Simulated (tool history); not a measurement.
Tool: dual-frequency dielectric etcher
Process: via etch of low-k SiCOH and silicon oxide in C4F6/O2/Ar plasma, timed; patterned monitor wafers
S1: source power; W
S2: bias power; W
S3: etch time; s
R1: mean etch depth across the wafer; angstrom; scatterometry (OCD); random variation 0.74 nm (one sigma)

| run | hour | S1 | S2 | S3 | R1 |
|---|---|---|---|---|---|
| 1 | 0 | 370 | 195 | 51.5 | 1553.8 |
| 2 | 7 | 370 | 215 | 51.5 | 1639.4 |
| 3 | 13.1 | 320 | 215 | 51.5 | 1531.7 |
| 4 | 22.1 | 320 | 215 | 47.5 | 1415.2 |
| 5 | 30.1 | 310 | 210 | 47.5 | 1371.7 |
| 6 | 34.4 | 310 | 210 | 51.5 | 1484.4 |
| 7 | 39.5 | 300 | 202 | 51.5 | 1445.2 |

Run 8 comes next. What will it give?
| 8 | 42.4 | 230 | 163 | 47.5 | ? |

R1: 1062.5 angstrom

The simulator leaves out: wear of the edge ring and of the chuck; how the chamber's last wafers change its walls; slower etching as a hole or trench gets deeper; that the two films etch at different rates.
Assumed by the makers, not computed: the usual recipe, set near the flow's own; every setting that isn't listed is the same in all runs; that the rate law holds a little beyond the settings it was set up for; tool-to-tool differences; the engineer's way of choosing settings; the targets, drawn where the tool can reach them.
